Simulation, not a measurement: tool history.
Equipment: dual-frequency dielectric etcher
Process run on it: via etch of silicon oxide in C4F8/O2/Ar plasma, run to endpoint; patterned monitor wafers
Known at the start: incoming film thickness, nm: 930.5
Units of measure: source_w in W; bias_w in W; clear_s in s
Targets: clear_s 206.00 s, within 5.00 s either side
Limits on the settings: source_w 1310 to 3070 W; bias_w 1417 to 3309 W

Run 1, hour 0.0: source_w 2190 W, bias_w 2363 W. Result: clear_s 173.74 s.
Run 2, hour 3.8: source_w 2540 W, bias_w 2363 W. Result: clear_s 166.53 s.
Run 3, hour 10.0: source_w 2540 W, bias_w 2773 W. Result: clear_s 155.97 s.
Run 4, hour 16.8: source_w 2540 W, bias_w 2915 W. Result: clear_s 156.22 s.
Run 5, hour 21.8: source_w 2540 W, bias_w 3107 W. Result: clear_s 151.43 s.
Run 6, hour 26.9: source_w 2200 W, bias_w 2823 W. Result: clear_s 163.79 s.
Run 7, hour 28.5: source_w 1950 W, bias_w 2562 W. Result: clear_s 170.98 s.
Run 8, hour 36.1: source_w 1780 W, bias_w 2265 W. Result: clear_s 182.29 s.
Run 9, hour 41.9: source_w 1660 W, bias_w 2095 W. Result: clear_s 190.32 s.
Run 10, hour 49.2: source_w 1660 W, bias_w 2095 W. Result: clear_s 187.41 s.
Run 11, hour 54.2: source_w 1560 W, bias_w 1953 W. Result: clear_s 196.27 s.

Next run, 4 choices. One meets every target within its allowed miss, the rest don't. Which?
Run A, hour 59.2: source_w 1580 W, bias_w 2428 W. Result: clear_s ?.
Run B, hour 59.2: source_w 1310 W, bias_w 1833 W. Result: clear_s ?.
Run C, hour 59.2: source_w 1810 W, bias_w 2129 W. Result: clear_s ?.
Run D, hour 59.2: source_w 1500 W, bias_w 2279 W. Result: clear_s ?.

move  clear_s
   A   182.77
   B   207.04
   C   185.27
   D   188.43
A: the biggest miss grows against the last run
B: each result inside its tolerance
C: the biggest miss grows against the last run
D: the biggest miss grows against the last run
B is the move that brings every result within its allowed miss.
